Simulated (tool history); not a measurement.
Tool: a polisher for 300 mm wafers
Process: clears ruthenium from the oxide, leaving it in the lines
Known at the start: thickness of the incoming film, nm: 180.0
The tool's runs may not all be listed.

| run | hour | flow of slurry (ml/min) | pressure of the wafer on the pad (psi) | speed of the pad under the wafer (cm/s) | overpolish time after the end point (s) | time until the end point was called (s) |
|---|---|---|---|---|---|---|
| 1 | 0.0 | 170 | 2.3 | 92 | 39 | 122.19 |
| 2 | 4.4 | 170 | 2.4 | 92 | 39 | 119.15 |
| 3 | 13.3 | 195 | 2.4 | 92 | 39 | 116.31 |
| 4 | 16.5 | 195 | 2.5 | 92 | 39 | 111.79 |
| 5 | 22.9 | 195 | 2.5 | 92 | 42 | 111.44 |
| 6 | 30.8 | 170 | 2.5 | 92 | 42 | 111.89 |
|  | 38.1 | slurry nozzle cleaned |
| 7 | 38.1 | 170 | 2.6 | 92 | 42 | 104.88 |

The next listed run, before its measurement:
| 8 | 42.2 | 170 | 2.7 | 92 | 42 | ? |

time until the end point was called (s): 100.29
